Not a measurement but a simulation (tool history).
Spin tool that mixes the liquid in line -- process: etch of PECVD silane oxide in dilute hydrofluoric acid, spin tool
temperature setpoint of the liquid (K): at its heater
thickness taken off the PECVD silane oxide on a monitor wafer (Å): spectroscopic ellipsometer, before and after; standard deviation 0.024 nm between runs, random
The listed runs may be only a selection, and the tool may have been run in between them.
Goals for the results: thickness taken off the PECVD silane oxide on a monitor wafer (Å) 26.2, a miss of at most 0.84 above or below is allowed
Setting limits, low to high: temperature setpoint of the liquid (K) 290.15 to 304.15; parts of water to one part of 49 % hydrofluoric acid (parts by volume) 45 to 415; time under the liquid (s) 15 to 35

run  hour  temperature setpoint of the liquid (K)  parts of water to one part of 49 % hydrofluoric acid (parts by volume)  time under the liquid (s)  thickness taken off the PECVD silane oxide on a monitor wafer (Å)
  1     0                                  296.15                                                                     230                         35                                                             40.312
  2   6.3                                  296.15                                                                     305                         35                                                             27.822
  3  14.2                                  295.65                                                                     305                         35                                                             27.846
  4  15.8                                  295.65                                                                     305                         35                                                             27.615
  5  21.1                                  292.15                                                                     305                         35                                                             24.559
  6  29.2                                  292.15                                                                     360                         35                                                              19.57
  7  35.4                                  294.65                                                                     355                         35                                                             21.846
  8  43.4                                  296.15                                                                     355                         35                                                             23.058
  9  47.7                                  297.15                                                                     355                         35                                                              23.84
 10    49                                  298.15                                                                     355                         35                                                             24.832

4 next moves are on the table. One of them brings every result within its allowed miss. Which?
  A  50.3                                  300.65                                                                     365                         35                                                                  ?
  B  50.3                                  300.15                                                                     390                         35                                                                  ?
  C  50.3                                  297.65                                                                     365                         35                                                                  ?
  D  50.3                                  298.15                                                                     325                         35                                                                  ?

move  thickness taken off the PECVD silane oxide on a monitor wafer (Å)
   A                                                             25.606
   B                                                             23.021
   C                                                             23.221
   D                                                             27.546
A: every result within its allowed miss
B: its largest miss is bigger than the last run's
C: its largest miss is bigger than the last run's
D: moves the result that the last run missed by most past its target, out the other side
So the answer is move A, the one that meets all the targets.

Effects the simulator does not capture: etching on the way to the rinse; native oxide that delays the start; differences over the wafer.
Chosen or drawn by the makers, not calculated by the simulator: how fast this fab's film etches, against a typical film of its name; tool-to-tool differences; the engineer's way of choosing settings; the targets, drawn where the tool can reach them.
